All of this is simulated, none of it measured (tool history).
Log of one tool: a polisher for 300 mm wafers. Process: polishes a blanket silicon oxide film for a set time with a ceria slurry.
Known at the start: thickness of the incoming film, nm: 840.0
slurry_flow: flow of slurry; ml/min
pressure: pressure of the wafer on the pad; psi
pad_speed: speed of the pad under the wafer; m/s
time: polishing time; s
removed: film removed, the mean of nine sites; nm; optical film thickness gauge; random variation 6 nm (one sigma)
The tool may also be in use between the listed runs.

Run 1, hour 0.0: slurry_flow 295 ml/min, pressure 2.8 psi, pad_speed 1.06 m/s, time 55 s. Result: removed 251.03 nm.
Run 2, hour 2.6: slurry_flow 295 ml/min, pressure 3.0 psi, pad_speed 1.06 m/s, time 55 s. Result: removed 264.51 nm.
Run 3, hour 6.6: slurry_flow 295 ml/min, pressure 3.2 psi, pad_speed 1.06 m/s, time 55 s. Result: removed 278.53 nm.
Run 4, hour 9.4: slurry_flow 255 ml/min, pressure 3.2 psi, pad_speed 1.06 m/s, time 55 s. Result: removed 286.60 nm.
Run 5, hour 15.5: slurry_flow 255 ml/min, pressure 3.4 psi, pad_speed 1.06 m/s, time 55 s. Result: removed 294.49 nm.
Run 6, hour 24.1: slurry_flow 190 ml/min, pressure 3.4 psi, pad_speed 1.06 m/s, time 55 s. Result: removed 284.45 nm.
Run 7, hour 26.7: slurry_flow 195 ml/min, pressure 4.2 psi, pad_speed 1.10 m/s, time 55 s. Result: removed 353.30 nm.
Run 8, hour 32.8: slurry_flow 195 ml/min, pressure 4.2 psi, pad_speed 1.12 m/s, time 55 s. Result: removed 350.46 nm.
Run 9, hour 41.2: slurry_flow 195 ml/min, pressure 4.2 psi, pad_speed 1.14 m/s, time 55 s. Result: removed 355.31 nm.
Run 10, hour 47.4: slurry_flow 195 ml/min, pressure 4.2 psi, pad_speed 1.16 m/s, time 55 s. Result: removed 358.36 nm.
Run 11, hour 53.4: slurry_flow 195 ml/min, pressure 4.2 psi, pad_speed 1.18 m/s, time 55 s. Result: removed 376.54 nm.
Run 12, hour 54.7: slurry_flow 195 ml/min, pressure 4.2 psi, pad_speed 1.18 m/s, time 55 s. Result: removed 370.10 nm.
Run 13, hour 62.6: slurry_flow 195 ml/min, pressure 4.2 psi, pad_speed 1.20 m/s, time 55 s. Result: removed 366.98 nm.
Run 14, hour 71.4: slurry_flow 195 ml/min, pressure 4.2 psi, pad_speed 1.20 m/s, time 55 s. Result: removed 369.37 nm.
Run 15, hour 72.1: slurry_flow 195 ml/min, pressure 4.2 psi, pad_speed 1.22 m/s, time 55 s. Result: removed 389.85 nm.

Run 16 comes next. What will it give?
Run 16, hour 79.2: slurry_flow 195 ml/min, pressure 4.3 psi, pad_speed 1.24 m/s, time 55 s. Result: removed ?.

Run 16 gave removed 390.84 nm.

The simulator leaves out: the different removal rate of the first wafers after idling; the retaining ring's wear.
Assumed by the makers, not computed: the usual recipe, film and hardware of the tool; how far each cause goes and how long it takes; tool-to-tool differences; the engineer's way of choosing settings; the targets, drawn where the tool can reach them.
